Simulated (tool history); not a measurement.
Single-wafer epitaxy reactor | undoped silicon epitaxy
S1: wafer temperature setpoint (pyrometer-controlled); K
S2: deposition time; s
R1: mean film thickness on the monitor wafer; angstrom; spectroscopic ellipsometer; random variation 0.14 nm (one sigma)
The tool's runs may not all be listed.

Run 1, hour 0.0: S1 918.15 K, S2 359 s. Result: R1 527.72 angstrom.
Run 2, hour 6.9: S1 922.15 K, S2 359 s. Result: R1 581.15 angstrom.
Run 3, hour 14.3: S1 922.15 K, S2 376 s. Result: R1 611.32 angstrom.
Run 4, hour 17.3: S1 918.15 K, S2 376 s. Result: R1 553.70 angstrom.
Run 5, hour 17.9: S1 908.15 K, S2 376 s. Result: R1 428.66 angstrom.
Run 6, hour 23.4: S1 908.15 K, S2 346 s. Result: R1 395.36 angstrom.

The next listed run, before its measurement:
Run 7, hour 30.2: S1 909.15 K, S2 346 s. Result: R1 ?.

{"run 7": {"R1": 403.92}}
